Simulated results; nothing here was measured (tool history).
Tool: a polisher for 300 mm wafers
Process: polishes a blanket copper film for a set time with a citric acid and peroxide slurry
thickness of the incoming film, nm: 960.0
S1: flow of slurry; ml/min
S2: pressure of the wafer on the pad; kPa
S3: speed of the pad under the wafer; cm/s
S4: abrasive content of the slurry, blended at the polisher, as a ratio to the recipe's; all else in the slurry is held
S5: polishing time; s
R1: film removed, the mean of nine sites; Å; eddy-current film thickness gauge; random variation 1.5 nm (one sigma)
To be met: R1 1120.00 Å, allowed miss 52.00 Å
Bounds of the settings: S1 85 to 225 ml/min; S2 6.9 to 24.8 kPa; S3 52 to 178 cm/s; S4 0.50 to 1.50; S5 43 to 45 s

| run | hour | S1 | S2 | S3 | S4 | S5 | R1 |
|---|---|---|---|---|---|---|---|
| 1 | 0.0 | 145 | 15.9 | 114 | 1.00 | 43 | 748.84 |
| 2 | 1.4 | 170 | 15.9 | 114 | 1.00 | 43 | 774.41 |
| 3 | 8.1 | 170 | 15.9 | 114 | 0.80 | 43 | 726.76 |
| 4 | 12.0 | 170 | 15.9 | 92 | 0.80 | 43 | 578.33 |
| 5 | 20.2 | 170 | 17.2 | 94 | 0.80 | 43 | 654.57 |
| 6 | 24.3 | 170 | 17.2 | 94 | 0.80 | 43 | 646.24 |
| 7 | 26.5 | 170 | 17.9 | 94 | 0.80 | 43 | 666.91 |
| 8 | 30.9 | 175 | 22.1 | 110 | 0.80 | 43 | 971.39 |
| 9 | 32.0 | 175 | 23.4 | 110 | 0.80 | 43 | 1004.20 |

Which of these 5 next moves meets every target?
| A | 33.1 | 125 | 24.8 | 136 | 0.80 | 44 | ? |
| B | 33.1 | 165 | 21.4 | 124 | 0.70 | 43 | ? |
| C | 33.1 | 140 | 24.8 | 104 | 0.90 | 43 | ? |
| D | 33.1 | 150 | 22.8 | 120 | 0.65 | 43 | ? |
| E | 33.1 | 180 | 24.1 | 112 | 0.75 | 45 | ? |

| move | R1 |
|---|---|
| A | 1302.20 |
| B | 1022.60 |
| C | 1033.50 |
| D | 1014.90 |
| E | 1126.80 |
A: takes the result that was furthest off past its target
B: nearer than the last run, and not there yet
C: nearer than the last run, and not there yet
D: nearer than the last run, and not there yet
E: meets every target
Move E is the one to make.

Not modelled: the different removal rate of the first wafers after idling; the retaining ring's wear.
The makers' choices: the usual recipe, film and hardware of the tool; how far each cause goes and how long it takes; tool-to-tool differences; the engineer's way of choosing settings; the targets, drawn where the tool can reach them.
